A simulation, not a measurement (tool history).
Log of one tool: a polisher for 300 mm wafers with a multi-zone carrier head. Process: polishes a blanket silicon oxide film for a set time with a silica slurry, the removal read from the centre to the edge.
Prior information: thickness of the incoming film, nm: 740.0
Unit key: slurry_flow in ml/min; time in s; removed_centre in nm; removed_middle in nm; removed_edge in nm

{"run": 1, "day": 0.0, "slurry_flow": 155, "centre_zone": 1, "middle_zone": 1, "edge_zone": 1, "slurry_solids": 1, "time": 66, "removed_centre": 250.99, "removed_middle": 256.02, "removed_edge": 250.67}
{"run": 2, "day": 0.192, "slurry_flow": 165, "centre_zone": 0.99, "middle_zone": 1.03, "edge_zone": 1.02, "slurry_solids": 1, "time": 66, "removed_centre": 248.45, "removed_middle": 262.05, "removed_edge": 255.22}
{"run": 3, "day": 0.5, "slurry_flow": 165, "centre_zone": 0.99, "middle_zone": 1.03, "edge_zone": 0.95, "slurry_solids": 1, "time": 66, "removed_centre": 250.12, "removed_middle": 263.39, "removed_edge": 243.25}
{"run": 4, "day": 0.688, "slurry_flow": 165, "centre_zone": 0.99, "middle_zone": 1.03, "edge_zone": 0.95, "slurry_solids": 1.15, "time": 66, "removed_centre": 270.09, "removed_middle": 288.01, "removed_edge": 270.49}
{"run": 5, "day": 0.838, "slurry_flow": 175, "centre_zone": 0.98, "middle_zone": 1.06, "edge_zone": 0.96, "slurry_solids": 1.15, "time": 66, "removed_centre": 271.45, "removed_middle": 296.57, "removed_edge": 269.89}
{"run": 6, "day": 1.088, "slurry_flow": 180, "centre_zone": 0.97, "middle_zone": 1.08, "edge_zone": 0.98, "slurry_solids": 1.15, "time": 66, "removed_centre": 272.59, "removed_middle": 300.3, "removed_edge": 275.87}
{"run": 7, "day": 1.442, "slurry_flow": 180, "centre_zone": 0.95, "middle_zone": 1.1, "edge_zone": 0.98, "slurry_solids": 1.15, "time": 66, "removed_centre": 264.7, "removed_middle": 312.26, "removed_edge": 273.88}

Predict the results of run 8:
{"run": 8, "day": 1.75, "slurry_flow": 185, "centre_zone": 0.94, "middle_zone": 1.11, "edge_zone": 0.99, "slurry_solids": 1.15, "time": 66, "removed_centre": "?", "removed_middle": "?", "removed_edge": "?"}

Run 8 produced removed_centre 261.42 nm, removed_middle 307.98 nm, removed_edge 278.83 nm.
